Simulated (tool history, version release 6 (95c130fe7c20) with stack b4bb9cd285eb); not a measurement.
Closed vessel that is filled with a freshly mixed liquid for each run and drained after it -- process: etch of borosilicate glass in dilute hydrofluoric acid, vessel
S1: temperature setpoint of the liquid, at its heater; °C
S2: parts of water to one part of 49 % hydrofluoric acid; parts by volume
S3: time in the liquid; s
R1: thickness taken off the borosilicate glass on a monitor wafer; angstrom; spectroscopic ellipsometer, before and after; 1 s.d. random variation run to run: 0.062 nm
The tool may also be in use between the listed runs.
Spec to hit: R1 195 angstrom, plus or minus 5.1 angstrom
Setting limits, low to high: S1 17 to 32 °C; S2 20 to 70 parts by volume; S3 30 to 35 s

run  hour    S1  S2  S3      R1
  1     0    24  40  35  353.99
  2   3.1  22.5  45  35  291.37
  3   8.4    21  45  35  273.19
  4  13.4    21  30  35  419.32
  5  20.8    21  20  35  638.37
  6  26.2    21  35  35  359.22
  7  31.4    20  40  35  299.55
     37.1  -- thermometer replaced
  8  37.1  19.5  40  35  263.56
  9  43.4    19  40  35  257.92
 10  45.7    19  40  35  258.63

Consider the 4 candidate settings below. Which is the only one whose results all fall within their allowed miss of target?
  A    48  26.5  40  35   ?
  B    48  19.5  30  35   ?
  C    48    19  45  30   ?
  D    48  18.5  55  35   ?

move      R1
   A  353.52
   B  355.98
   C  195.57
   D  180.61
A: misses by more than the last run did
B: misses by more than the last run did
C: in spec on every target
D: pushes the last run's worst result past its target
Go with C: it meets all targets.

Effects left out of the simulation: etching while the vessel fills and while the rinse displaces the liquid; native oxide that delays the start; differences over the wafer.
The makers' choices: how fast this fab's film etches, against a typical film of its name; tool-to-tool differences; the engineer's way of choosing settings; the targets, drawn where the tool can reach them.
